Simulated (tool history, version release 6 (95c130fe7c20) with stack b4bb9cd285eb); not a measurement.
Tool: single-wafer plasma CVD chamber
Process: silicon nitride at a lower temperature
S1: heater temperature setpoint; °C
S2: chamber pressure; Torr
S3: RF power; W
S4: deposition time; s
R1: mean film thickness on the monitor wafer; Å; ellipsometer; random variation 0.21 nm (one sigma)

Run 1, day 0.000: S1 350 °C, S2 1.81 Torr, S3 280 W, S4 39.8 s. Result: R1 468.38 Å.
Run 2, day 0.188: S1 350 °C, S2 1.70 Torr, S3 280 W, S4 39.8 s. Result: R1 464.68 Å.
Run 3, day 0.438: S1 350 °C, S2 2.01 Torr, S3 280 W, S4 39.8 s. Result: R1 481.44 Å.
Run 4, day 0.708: S1 350 °C, S2 1.85 Torr, S3 275 W, S4 39.8 s. Result: R1 460.49 Å.
Run 5, day 0.925: S1 350 °C, S2 1.59 Torr, S3 275 W, S4 39.8 s. Result: R1 450.49 Å.
Run 6, day 1.233: S1 359 °C, S2 1.59 Torr, S3 275 W, S4 39.8 s. Result: R1 444.42 Å.
Run 7, day 1.550: S1 359 °C, S2 1.55 Torr, S3 275 W, S4 39.8 s. Result: R1 445.14 Å.

Forecast run 8:
Run 8, day 1.833: S1 359 °C, S2 1.50 Torr, S3 275 W, S4 39.8 s. Result: R1 ?.

{"run 8": {"R1": 440.15}}

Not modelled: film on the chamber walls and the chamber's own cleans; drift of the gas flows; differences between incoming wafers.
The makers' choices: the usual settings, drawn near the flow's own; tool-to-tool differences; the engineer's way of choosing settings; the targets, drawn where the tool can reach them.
